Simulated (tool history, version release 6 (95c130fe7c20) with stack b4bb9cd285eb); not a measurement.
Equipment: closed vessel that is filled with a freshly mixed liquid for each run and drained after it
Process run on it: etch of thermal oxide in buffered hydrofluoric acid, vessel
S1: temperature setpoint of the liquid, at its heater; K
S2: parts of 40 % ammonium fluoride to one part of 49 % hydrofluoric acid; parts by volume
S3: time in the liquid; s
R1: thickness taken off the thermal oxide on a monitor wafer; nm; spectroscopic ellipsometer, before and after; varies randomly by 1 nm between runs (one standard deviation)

run,hour,S1,S2,S3,R1
1,0,295.15,16,90,58.668
2,8.9,296.65,15.5,90,66.472
3,13.9,297.65,15,90,72.876
4,21.1,297.65,15,90,71.765
# hour 25.9: hydrofluoric acid flow meter replaced
5,25.9,297.65,15,90,67.691
6,29.6,298.65,14,90,76.076
7,35.3,299.65,13,90,86.014

Run 8, settings as shown, results not yet in. Your forecast:
8,42.1,300.15,12.5,90,?

{"run 8": {"R1": 91.077}}
